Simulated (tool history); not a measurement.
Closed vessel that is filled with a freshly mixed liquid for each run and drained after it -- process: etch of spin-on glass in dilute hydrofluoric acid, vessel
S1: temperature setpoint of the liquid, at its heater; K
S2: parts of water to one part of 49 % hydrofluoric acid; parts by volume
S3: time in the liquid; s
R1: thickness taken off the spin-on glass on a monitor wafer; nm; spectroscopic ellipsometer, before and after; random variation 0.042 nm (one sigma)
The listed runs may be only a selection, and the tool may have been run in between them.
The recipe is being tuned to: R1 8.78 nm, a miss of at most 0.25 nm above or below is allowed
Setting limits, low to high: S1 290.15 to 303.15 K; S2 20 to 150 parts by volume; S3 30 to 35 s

run 1 hour=0 | S1=295.15 S2=85 S3=35 | R1=10.647
run 2 hour=2.8 | S1=295.15 S2=85 S3=35 | R1=10.69
run 3 hour=10.6 | S1=293.65 S2=85 S3=35 | R1=10.033
run 4 hour=16.9 | S1=292.65 S2=85 S3=35 | R1=9.6174
run 5 hour=21.5 | S1=294.65 S2=85 S3=35 | R1=10.383
run 6 hour=24.8 | S1=293.65 S2=85 S3=35 | R1=9.994
run 7 hour=30.7 | S1=292.65 S2=85 S3=35 | R1=9.6685
run 8 hour=37.6 | S1=292.15 S2=85 S3=35 | R1=9.4521

Which of these 5 next moves meets every target?
run A hour=44.5 | S1=292.15 S2=80 S3=35 | R1=?
run B hour=44.5 | S1=294.15 S2=85 S3=35 | R1=?
run C hour=44.5 | S1=290.65 S2=80 S3=35 | R1=?
run D hour=44.5 | S1=290.65 S2=85 S3=35 | R1=?
run E hour=44.5 | S1=290.15 S2=70 S3=30 | R1=?

move=A R1=10.006
move=B R1=10.174
move=C R1=9.3913
move=D R1=8.7912
move=E R1=9.1035
A: moves away from the targets compared with the last run
B: moves away from the targets compared with the last run
C: an improvement on the last run, though not all results are within tolerance
D: all results land within tolerance of their targets
E: an improvement on the last run, though not all results are within tolerance
Move D is the one to make.
